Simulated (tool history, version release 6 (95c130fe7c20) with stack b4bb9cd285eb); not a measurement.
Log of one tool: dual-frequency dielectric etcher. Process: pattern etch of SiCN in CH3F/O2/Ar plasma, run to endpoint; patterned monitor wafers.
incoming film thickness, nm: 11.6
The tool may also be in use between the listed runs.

run,day,source power (kW),bias power (kW),endpoint time (s)
1,0,0.5,0.091,26.583
2,0.275,0.47,0.089,27.201
3,0.317,0.53,0.089,26.562
4,0.529,0.5,0.085,27.308
5,0.762,0.5,0.078,28.34
6,1.108,0.49,0.077,28.877

The next listed run, before its measurement:
7,1.158,0.48,0.076,?

Run 7 gave endpoint time (s) 29.213.
